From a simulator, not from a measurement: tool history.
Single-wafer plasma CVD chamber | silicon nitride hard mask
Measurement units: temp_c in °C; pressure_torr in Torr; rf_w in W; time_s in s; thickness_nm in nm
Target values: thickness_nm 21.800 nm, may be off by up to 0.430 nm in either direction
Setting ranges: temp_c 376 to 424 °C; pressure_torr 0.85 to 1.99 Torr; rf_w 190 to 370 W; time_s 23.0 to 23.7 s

run 1 hour=0.0 | temp_c=400 pressure_torr=1.42 rf_w=280 time_s=23.0 | thickness_nm=25.629
run 2 hour=3.8 | temp_c=400 pressure_torr=1.42 rf_w=280 time_s=23.0 | thickness_nm=25.567
run 3 hour=9.9 | temp_c=393 pressure_torr=1.42 rf_w=280 time_s=23.0 | thickness_nm=25.691
run 4 hour=14.4 | temp_c=393 pressure_torr=1.27 rf_w=270 time_s=23.0 | thickness_nm=24.224
run 5 hour=21.5 | temp_c=393 pressure_torr=1.40 rf_w=270 time_s=23.0 | thickness_nm=25.017
run 6 hour=22.8 | temp_c=393 pressure_torr=1.25 rf_w=265 time_s=23.0 | thickness_nm=23.922
run 7 hour=25.6 | temp_c=393 pressure_torr=1.14 rf_w=260 time_s=23.0 | thickness_nm=23.022
run 8 hour=29.7 | temp_c=393 pressure_torr=1.08 rf_w=260 time_s=23.0 | thickness_nm=22.540
run 9 hour=30.8 | temp_c=393 pressure_torr=1.04 rf_w=260 time_s=23.0 | thickness_nm=22.485

Of the 5 settings listed for the next run, only one would bring every result within its allowed miss of target. Which one?
run A hour=31.9 | temp_c=389 pressure_torr=0.96 rf_w=280 time_s=23.2 | thickness_nm=?
run B hour=31.9 | temp_c=397 pressure_torr=1.00 rf_w=275 time_s=23.6 | thickness_nm=?
run C hour=31.9 | temp_c=387 pressure_torr=0.87 rf_w=290 time_s=23.5 | thickness_nm=?
run D hour=31.9 | temp_c=386 pressure_torr=1.19 rf_w=255 time_s=23.0 | thickness_nm=?
run E hour=31.9 | temp_c=395 pressure_torr=0.91 rf_w=255 time_s=23.4 | thickness_nm=?

move=A thickness_nm=23.419
move=B thickness_nm=23.747
move=C thickness_nm=23.572
move=D thickness_nm=23.310
move=E thickness_nm=21.846
A: its largest miss is bigger than the last run's
B: its largest miss is bigger than the last run's
C: its largest miss is bigger than the last run's
D: its largest miss is bigger than the last run's
E: hits every target within its allowed miss
So the answer is move E, the one that meets all the targets.
